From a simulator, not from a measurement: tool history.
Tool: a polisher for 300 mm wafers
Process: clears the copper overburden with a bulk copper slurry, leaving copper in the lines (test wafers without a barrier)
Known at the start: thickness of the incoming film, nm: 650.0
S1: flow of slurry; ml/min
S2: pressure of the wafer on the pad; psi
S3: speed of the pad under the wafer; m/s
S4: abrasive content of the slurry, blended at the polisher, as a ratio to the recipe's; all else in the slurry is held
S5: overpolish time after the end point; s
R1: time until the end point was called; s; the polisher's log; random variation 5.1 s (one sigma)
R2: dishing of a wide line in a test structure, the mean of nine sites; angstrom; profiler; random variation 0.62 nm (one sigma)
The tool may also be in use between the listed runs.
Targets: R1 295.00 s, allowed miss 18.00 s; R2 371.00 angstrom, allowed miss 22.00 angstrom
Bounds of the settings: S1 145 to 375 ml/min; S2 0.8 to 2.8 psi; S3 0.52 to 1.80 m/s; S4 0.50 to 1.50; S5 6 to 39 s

run 1 hour=0.0 | S1=240 S2=1.8 S3=1.16 S4=1.00 S5=20 | R1=127.21 R2=461.71
run 2 hour=7.7 | S1=240 S2=1.8 S3=0.88 S4=1.00 S5=20 | R1=170.04 R2=401.13
run 3 hour=8.5 | S1=240 S2=1.8 S3=0.88 S4=1.15 S5=20 | R1=165.87 R2=401.91
run 4 hour=11.0 | S1=240 S2=1.6 S3=0.86 S4=1.15 S5=23 | R1=183.72 R2=404.27
run 5 hour=12.5 | S1=240 S2=1.4 S3=0.84 S4=1.15 S5=25 | R1=218.90 R2=397.98
-- hour=13.7 worn pad replaced by a new one
run 6 hour=13.7 | S1=190 S2=1.4 S3=0.84 S4=1.15 S5=25 | R1=205.25 R2=396.48
run 7 hour=21.6 | S1=195 S2=1.3 S3=0.82 S4=1.15 S5=26 | R1=216.84 R2=388.20
run 8 hour=24.3 | S1=205 S2=1.2 S3=0.80 S4=1.15 S5=27 | R1=236.15 R2=377.51

5 next moves are on the table. One of them brings every result within its allowed miss. Which?
run A hour=27.0 | S1=185 S2=1.3 S3=0.96 S4=1.20 S5=22 | R1=? R2=?
run B hour=27.0 | S1=225 S2=0.9 S3=0.76 S4=1.45 S5=35 | R1=? R2=?
run C hour=27.0 | S1=170 S2=1.4 S3=0.96 S4=1.10 S5=17 | R1=? R2=?
run D hour=27.0 | S1=220 S2=1.3 S3=0.52 S4=1.20 S5=36 | R1=? R2=?
run E hour=27.0 | S1=220 S2=1.6 S3=0.88 S4=1.30 S5=20 | R1=? R2=?

move=A R1=191.55 R2=383.55
move=B R1=300.37 R2=366.80
move=C R1=185.73 R2=335.25
move=D R1=336.75 R2=367.26
move=E R1=168.57 R2=402.05
A: further off than the last run
B: meets every target
C: further off than the last run
D: takes the result that was furthest off past its target
E: further off than the last run
Move B is the one to make.
